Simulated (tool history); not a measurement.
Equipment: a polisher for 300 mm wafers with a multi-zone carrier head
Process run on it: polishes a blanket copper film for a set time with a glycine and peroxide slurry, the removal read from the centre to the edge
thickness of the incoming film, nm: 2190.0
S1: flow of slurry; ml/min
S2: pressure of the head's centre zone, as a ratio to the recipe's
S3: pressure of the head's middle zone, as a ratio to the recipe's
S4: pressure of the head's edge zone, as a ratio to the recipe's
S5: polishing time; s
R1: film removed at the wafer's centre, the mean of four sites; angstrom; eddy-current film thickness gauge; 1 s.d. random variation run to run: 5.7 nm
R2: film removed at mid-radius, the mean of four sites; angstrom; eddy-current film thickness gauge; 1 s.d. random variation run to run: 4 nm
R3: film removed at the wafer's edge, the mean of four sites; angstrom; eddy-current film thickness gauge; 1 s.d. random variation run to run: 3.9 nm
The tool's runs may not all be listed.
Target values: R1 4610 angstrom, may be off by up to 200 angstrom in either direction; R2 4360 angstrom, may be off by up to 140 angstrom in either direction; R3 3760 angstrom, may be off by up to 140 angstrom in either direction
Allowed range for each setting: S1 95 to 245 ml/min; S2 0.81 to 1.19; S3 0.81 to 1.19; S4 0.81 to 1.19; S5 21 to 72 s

{"run": 1, "hour": 0.0, "S1": 155, "S2": 1, "S3": 1, "S4": 1, "S5": 46, "R1": 2859.9, "R2": 2969.5, "R3": 2906.8}
{"run": 2, "hour": 3.9, "S1": 155, "S2": 1, "S3": 0.94, "S4": 1, "S5": 46, "R1": 2896.4, "R2": 2805, "R3": 2896.3}
{"run": 3, "hour": 7.3, "S1": 165, "S2": 1.02, "S3": 0.96, "S4": 1, "S5": 47, "R1": 2946.7, "R2": 2921.3, "R3": 2954.8}
{"run": 4, "hour": 13.1, "S1": 165, "S2": 1.04, "S3": 0.97, "S4": 0.98, "S5": 49, "R1": 3111.1, "R2": 3033.2, "R3": 3079.9}
{"run": 5, "hour": 17.8, "S1": 150, "S2": 1.04, "S3": 0.97, "S4": 0.98, "S5": 49, "R1": 3120, "R2": 3023.2, "R3": 3051.6}
{"run": 6, "hour": 22.1, "S1": 145, "S2": 1.06, "S3": 0.99, "S4": 0.96, "S5": 51, "R1": 3300.7, "R2": 3129.1, "R3": 3099.8}
{"run": 7, "hour": 23.3, "S1": 145, "S2": 1.07, "S3": 1.01, "S4": 0.95, "S5": 53, "R1": 3524.1, "R2": 3350.2, "R3": 3208.8}
{"run": 8, "hour": 32.1, "S1": 145, "S2": 1.08, "S3": 1.03, "S4": 0.95, "S5": 54, "R1": 3528.6, "R2": 3475.6, "R3": 3263.5}
{"run": 9, "hour": 32.8, "S1": 145, "S2": 1.09, "S3": 1.04, "S4": 0.94, "S5": 55, "R1": 3595.6, "R2": 3550.7, "R3": 3343.2}
{"run": 10, "hour": 35.1, "S1": 145, "S2": 1.1, "S3": 1.05, "S4": 0.92, "S5": 56, "R1": 3719.1, "R2": 3717.3, "R3": 3310.9}
{"run": 11, "hour": 42.4, "S1": 150, "S2": 1.11, "S3": 1.05, "S4": 0.92, "S5": 57, "R1": 3876.5, "R2": 3736.8, "R3": 3396.6}
{"run": 12, "hour": 49.3, "S1": 155, "S2": 1.12, "S3": 1.06, "S4": 0.92, "S5": 58, "R1": 3974.6, "R2": 3866.8, "R3": 3541.1}
{"run": 13, "hour": 51.8, "S1": 160, "S2": 1.13, "S3": 1.07, "S4": 0.91, "S5": 59, "R1": 4128.7, "R2": 3988.6, "R3": 3588.3}
{"run": 14, "hour": 60.7, "S1": 165, "S2": 1.14, "S3": 1.08, "S4": 0.91, "S5": 59, "R1": 4236.8, "R2": 4079, "R3": 3503.9}
{"run": 15, "hour": 69.3, "S1": 170, "S2": 1.14, "S3": 1.08, "S4": 0.92, "S5": 59, "R1": 4241.7, "R2": 4091.2, "R3": 3592.7}
{"run": 16, "hour": 74.6, "S1": 175, "S2": 1.14, "S3": 1.08, "S4": 0.92, "S5": 59, "R1": 4273.6, "R2": 4084.2, "R3": 3567}
{"run": 17, "hour": 81.5, "S1": 180, "S2": 1.14, "S3": 1.08, "S4": 0.93, "S5": 59, "R1": 4268.5, "R2": 4090.1, "R3": 3676.4}

Exactly one of the 4 candidate moves below puts every result within its allowed miss. Which one?
{"run": "A", "hour": 88.4, "S1": 110, "S2": 1.19, "S3": 0.93, "S4": 0.81, "S5": 68, "R1": "?", "R2": "?", "R3": "?"}
{"run": "B", "hour": 88.4, "S1": 190, "S2": 1.11, "S3": 1.11, "S4": 0.94, "S5": 57, "R1": "?", "R2": "?", "R3": "?"}
{"run": "C", "hour": 88.4, "S1": 120, "S2": 1.19, "S3": 1.1, "S4": 0.88, "S5": 67, "R1": "?", "R2": "?", "R3": "?"}
{"run": "D", "hour": 88.4, "S1": 125, "S2": 1.01, "S3": 1.19, "S4": 0.94, "S5": 65, "R1": "?", "R2": "?", "R3": "?"}

move=A R1=4526.7 R2=3716.4 R3=3616.9
move=B R1=4062.2 R2=4083.1 R3=3525.5
move=C R1=4593.3 R2=4324.9 R3=3752.4
move=D R1=3826.7 R2=4542.1 R3=3776.4
A: misses by more than the last run did
B: misses by more than the last run did
C: all results land within tolerance of their targets
D: carries the result that was furthest off beyond its target, to the other side
Move C is the one to make.
